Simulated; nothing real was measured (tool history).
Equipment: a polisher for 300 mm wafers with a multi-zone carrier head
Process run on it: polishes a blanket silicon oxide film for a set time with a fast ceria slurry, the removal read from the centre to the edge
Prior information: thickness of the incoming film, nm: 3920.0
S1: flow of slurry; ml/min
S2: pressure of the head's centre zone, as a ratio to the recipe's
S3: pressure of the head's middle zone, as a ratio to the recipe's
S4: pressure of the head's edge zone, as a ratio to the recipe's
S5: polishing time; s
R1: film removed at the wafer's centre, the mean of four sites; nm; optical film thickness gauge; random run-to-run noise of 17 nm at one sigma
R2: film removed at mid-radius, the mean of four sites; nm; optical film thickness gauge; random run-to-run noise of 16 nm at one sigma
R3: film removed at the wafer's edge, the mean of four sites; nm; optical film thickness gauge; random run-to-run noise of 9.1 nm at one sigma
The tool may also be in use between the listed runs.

run,day,S1,S2,S3,S4,S5,R1,R2,R3
1,0,260,1,1,1,77,872.93,846.33,859.42
2,0.317,200,1,1,1,77,808.11,842.01,836.77
3,0.633,215,1.03,1.03,1.03,82,902.43,945.49,924.25
4,0.662,215,1.03,1.03,1.03,66,735.29,751.56,726.48
5,0.879,215,1.03,1.03,1.11,66,754.57,735.03,757.97
6,1.075,215,1,1.03,1.11,66,707.81,731.15,774.82
7,1.358,235,1.03,1.05,1.13,72,825.37,839.2,844.57
8,1.396,245,1.11,1.04,1.17,94,1166.2,1099.8,1127.3
9,1.679,255,1.12,1.05,1.17,95,1198.5,1117,1146.2

The next listed run, before its measurement:
10,2.042,265,1.13,1.07,1.17,96,?,?,?

Run 10 came out at R1 1222 nm, R2 1131.7 nm, R3 1187.7 nm.

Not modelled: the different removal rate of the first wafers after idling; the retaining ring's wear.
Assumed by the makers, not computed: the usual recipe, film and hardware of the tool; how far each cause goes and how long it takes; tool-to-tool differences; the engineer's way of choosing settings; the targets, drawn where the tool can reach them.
